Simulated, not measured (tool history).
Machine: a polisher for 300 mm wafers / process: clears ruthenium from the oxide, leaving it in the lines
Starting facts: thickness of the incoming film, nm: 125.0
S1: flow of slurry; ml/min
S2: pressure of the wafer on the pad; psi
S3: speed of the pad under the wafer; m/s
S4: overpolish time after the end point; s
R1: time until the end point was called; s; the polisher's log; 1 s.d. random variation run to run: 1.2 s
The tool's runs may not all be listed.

run	day	S1	S2	S3	S4	R1
1	0	300	2.5	0.82	6	91.123
2	0.292	300	2.7	0.82	6	87.501
3	0.425	340	2.7	0.82	6	83.403
4	0.571	320	2.4	0.82	6	94.08
5	0.8	310	2.2	0.82	6	101.83
6	0.833	260	2.2	0.82	6	104.37
# day 0.979: head pressure recalibrated
7	0.979	255	2	0.82	6	118.83

Forecast run 8:
8	1.321	245	2	0.82	6	?

{"run 8": {"R1": 119.39}}

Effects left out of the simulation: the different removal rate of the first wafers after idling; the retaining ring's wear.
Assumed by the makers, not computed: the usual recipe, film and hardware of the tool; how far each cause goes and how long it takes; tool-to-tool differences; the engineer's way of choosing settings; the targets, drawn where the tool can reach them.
